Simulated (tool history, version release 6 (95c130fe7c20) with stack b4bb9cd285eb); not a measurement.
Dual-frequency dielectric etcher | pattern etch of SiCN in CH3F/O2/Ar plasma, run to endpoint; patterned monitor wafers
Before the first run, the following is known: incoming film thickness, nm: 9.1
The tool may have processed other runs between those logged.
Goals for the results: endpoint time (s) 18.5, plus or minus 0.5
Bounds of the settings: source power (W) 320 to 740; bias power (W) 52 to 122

Run 1, day 0: source power (W) 530, bias power (W) 87. Result: endpoint time (s) 21.662.
Run 2, day 0.258: source power (W) 580, bias power (W) 90. Result: endpoint time (s) 20.296.
Run 3, day 0.533: source power (W) 600, bias power (W) 91. Result: endpoint time (s) 19.784.
Run 4, day 0.679: source power (W) 630, bias power (W) 91. Result: endpoint time (s) 19.379.
Run 5, day 0.958: source power (W) 630, bias power (W) 81. Result: endpoint time (s) 20.347.
Run 6, day 1.062: source power (W) 590, bias power (W) 81. Result: endpoint time (s) 21.086.
Run 7, day 1.088: source power (W) 630, bias power (W) 83. Result: endpoint time (s) 20.106.
Run 8, day 1.321: source power (W) 650, bias power (W) 84. Result: endpoint time (s) 19.841.
Run 9, day 1.633: source power (W) 670, bias power (W) 85. Result: endpoint time (s) 19.317.
Run 10, day 1.862: source power (W) 680, bias power (W) 86. Result: endpoint time (s) 19.147.
Run 11, day 2.179: source power (W) 680, bias power (W) 86. Result: endpoint time (s) 19.119.

Which one of the following 4 next-run settings gets every result inside its allowed miss? There is exactly one.
Run A, day 2.496: source power (W) 660, bias power (W) 83. Result: endpoint time (s) ?.
Run B, day 2.496: source power (W) 550, bias power (W) 98. Result: endpoint time (s) ?.
Run C, day 2.496: source power (W) 660, bias power (W) 81. Result: endpoint time (s) ?.
Run D, day 2.496: source power (W) 720, bias power (W) 87. Result: endpoint time (s) ?.

move  endpoint time (s)
   A             19.674
   B             20.163
   C             19.874
   D             18.475
A: moves away from the targets compared with the last run
B: moves away from the targets compared with the last run
C: moves away from the targets compared with the last run
D: in spec on every target
Move D is the one to make.
